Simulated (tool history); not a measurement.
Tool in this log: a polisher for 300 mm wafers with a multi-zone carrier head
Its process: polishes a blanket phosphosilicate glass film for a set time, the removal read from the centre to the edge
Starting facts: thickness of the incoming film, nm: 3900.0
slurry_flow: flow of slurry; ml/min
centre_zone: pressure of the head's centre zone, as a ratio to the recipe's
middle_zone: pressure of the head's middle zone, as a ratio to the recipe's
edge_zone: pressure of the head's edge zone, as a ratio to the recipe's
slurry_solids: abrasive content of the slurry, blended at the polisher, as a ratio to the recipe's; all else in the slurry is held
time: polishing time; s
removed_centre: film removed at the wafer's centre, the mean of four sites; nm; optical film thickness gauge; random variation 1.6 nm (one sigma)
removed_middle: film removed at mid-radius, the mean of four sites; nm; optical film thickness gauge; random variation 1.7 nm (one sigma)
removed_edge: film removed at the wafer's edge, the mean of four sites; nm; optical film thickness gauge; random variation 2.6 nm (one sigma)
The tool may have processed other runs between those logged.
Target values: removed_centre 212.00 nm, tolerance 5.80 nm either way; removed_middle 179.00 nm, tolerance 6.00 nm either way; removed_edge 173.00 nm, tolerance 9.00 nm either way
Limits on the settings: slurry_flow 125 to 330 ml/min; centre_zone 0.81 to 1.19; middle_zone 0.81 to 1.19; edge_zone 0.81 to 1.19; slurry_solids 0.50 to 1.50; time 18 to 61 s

Run 1, day 0.000: slurry_flow 210 ml/min, centre_zone 1.00, middle_zone 1.00, edge_zone 1.00, slurry_solids 1.00, time 39 s. Result: removed_centre 234.61 nm, removed_middle 232.63 nm, removed_edge 225.77 nm.
Run 2, day 0.304: slurry_flow 205 ml/min, centre_zone 1.02, middle_zone 0.97, edge_zone 0.95, slurry_solids 0.90, time 39 s. Result: removed_centre 227.15 nm, removed_middle 216.71 nm, removed_edge 210.09 nm.
Run 3, day 0.429: slurry_flow 155 ml/min, centre_zone 1.02, middle_zone 0.97, edge_zone 0.95, slurry_solids 0.90, time 39 s. Result: removed_centre 210.95 nm, removed_middle 203.01 nm, removed_edge 205.36 nm.
Run 4, day 0.733: slurry_flow 165 ml/min, centre_zone 1.05, middle_zone 0.95, edge_zone 0.91, slurry_solids 0.80, time 39 s. Result: removed_centre 209.91 nm, removed_middle 194.84 nm, removed_edge 188.30 nm.
Run 5, day 0.900: slurry_flow 160 ml/min, centre_zone 1.07, middle_zone 0.93, edge_zone 0.89, slurry_solids 0.80, time 39 s. Result: removed_centre 213.07 nm, removed_middle 185.72 nm, removed_edge 184.69 nm.
Run 6, day 1.075: slurry_flow 160 ml/min, centre_zone 0.99, middle_zone 0.93, edge_zone 0.89, slurry_solids 0.80, time 39 s. Result: removed_centre 196.81 nm, removed_middle 190.94 nm, removed_edge 194.46 nm.
Run 7, day 1.267: slurry_flow 165 ml/min, centre_zone 1.02, middle_zone 0.92, edge_zone 0.88, slurry_solids 0.75, time 39 s. Result: removed_centre 199.92 nm, removed_middle 181.20 nm, removed_edge 176.82 nm.
Run 8, day 1.538: slurry_flow 190 ml/min, centre_zone 1.06, middle_zone 0.90, edge_zone 0.89, slurry_solids 0.75, time 39 s. Result: removed_centre 207.34 nm, removed_middle 183.29 nm, removed_edge 183.64 nm.
Run 9, day 1.625: slurry_flow 190 ml/min, centre_zone 1.07, middle_zone 0.90, edge_zone 0.87, slurry_solids 0.75, time 39 s. Result: removed_centre 213.06 nm, removed_middle 182.79 nm, removed_edge 183.77 nm.
Run 10, day 1.704: slurry_flow 185 ml/min, centre_zone 1.08, middle_zone 0.91, edge_zone 0.86, slurry_solids 0.75, time 39 s. Result: removed_centre 211.98 nm, removed_middle 180.32 nm, removed_edge 180.84 nm.

Next run, 4 choices. One meets every target within its allowed miss, the rest don't. Which?
Run A, day 1.783: slurry_flow 200 ml/min, centre_zone 1.05, middle_zone 0.84, edge_zone 0.89, slurry_solids 0.80, time 39 s. Result: removed_centre ?, removed_middle ?, removed_edge ?.
Run B, day 1.783: slurry_flow 190 ml/min, centre_zone 1.12, middle_zone 0.94, edge_zone 0.85, slurry_solids 0.55, time 44 s. Result: removed_centre ?, removed_middle ?, removed_edge ?.
Run C, day 1.783: slurry_flow 175 ml/min, centre_zone 0.99, middle_zone 0.81, edge_zone 0.90, slurry_solids 0.85, time 39 s. Result: removed_centre ?, removed_middle ?, removed_edge ?.
Run D, day 1.783: slurry_flow 220 ml/min, centre_zone 1.19, middle_zone 0.95, edge_zone 0.87, slurry_solids 0.60, time 41 s. Result: removed_centre ?, removed_middle ?, removed_edge ?.

move  removed_centre  removed_middle  removed_edge
   A          220.41          180.48        194.73
   B          213.09          179.83        173.45
   C          209.38          176.76        198.59
   D          227.31          181.89        174.72
A: moves away from the targets compared with the last run
B: all results land within tolerance of their targets
C: moves away from the targets compared with the last run
D: puts the biggest miss on target and leaves a different result outside tolerance
Move B is the one to make.
